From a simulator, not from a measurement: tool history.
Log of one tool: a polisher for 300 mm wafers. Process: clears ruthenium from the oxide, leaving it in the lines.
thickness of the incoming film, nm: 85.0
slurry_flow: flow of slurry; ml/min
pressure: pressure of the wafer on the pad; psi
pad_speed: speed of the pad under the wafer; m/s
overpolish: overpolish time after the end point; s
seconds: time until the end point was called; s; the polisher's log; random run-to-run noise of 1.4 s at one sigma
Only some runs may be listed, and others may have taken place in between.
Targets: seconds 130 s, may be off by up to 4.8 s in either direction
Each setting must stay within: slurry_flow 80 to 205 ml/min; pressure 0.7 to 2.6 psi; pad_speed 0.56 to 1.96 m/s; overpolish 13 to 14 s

run  hour  slurry_flow  pressure  pad_speed  overpolish  seconds
  1     0          135       1.6       1.26          13   78.977
  2   1.3          130       1.4       1.26          13   92.875
  3   4.4          125       1.3       1.26          13   100.25
  4   8.8          120       1.2       1.26          13   107.79
  5  15.2          115       1.1       1.26          13   121.64
  6  15.9          115       1.3       1.26          13   101.85
  7  22.9          115       1.2       1.26          13    110.7
  8  25.6          110       1.1       1.26          13   124.13
  9  27.3          105       1.1       1.26          13   123.84
 10  27.9          100       1.1       1.26          13   123.39

Exactly one of the 5 candidate moves below puts every result within its allowed miss. Which one?
  A  28.5          100       1.1       1.42          13        ?
  B  28.5           80         1       1.42          13        ?
  C  28.5           85       1.5        0.9          13        ?
  D  28.5          105       1.1       1.02          13        ?
  E  28.5           80       1.1       1.38          13        ?

move  seconds
   A   113.38
   B   131.76
   C   121.06
   D   142.19
   E    122.9
A: further off than the last run
B: hits every target within its allowed miss
C: further off than the last run
D: takes the biggest miss from the last run beyond its target
E: further off than the last run
So the answer is move B, the one that meets all the targets.
